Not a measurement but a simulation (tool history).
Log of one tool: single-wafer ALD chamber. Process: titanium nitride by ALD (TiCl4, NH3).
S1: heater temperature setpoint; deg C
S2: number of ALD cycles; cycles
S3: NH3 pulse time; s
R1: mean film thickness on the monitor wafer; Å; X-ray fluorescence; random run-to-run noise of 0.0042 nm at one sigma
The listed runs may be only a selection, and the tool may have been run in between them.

run 1 hour=0.0 | S1=375 S2=72 S3=1.56 | R1=15.907
run 2 hour=5.2 | S1=375 S2=72 S3=1.41 | R1=15.827
run 3 hour=7.9 | S1=382 S2=72 S3=1.41 | R1=16.115
run 4 hour=12.5 | S1=374 S2=72 S3=1.19 | R1=15.719
run 5 hour=20.5 | S1=368 S2=72 S3=1.02 | R1=15.151
run 6 hour=28.8 | S1=365 S2=72 S3=0.94 | R1=14.862
run 7 hour=31.8 | S1=358 S2=72 S3=0.69 | R1=13.771
run 8 hour=35.2 | S1=359 S2=72 S3=0.69 | R1=13.862

Forecast run 9:
run 9 hour=40.2 | S1=360 S2=72 S3=0.69 | R1=?

Run 9 measured R1 13.846 Å.
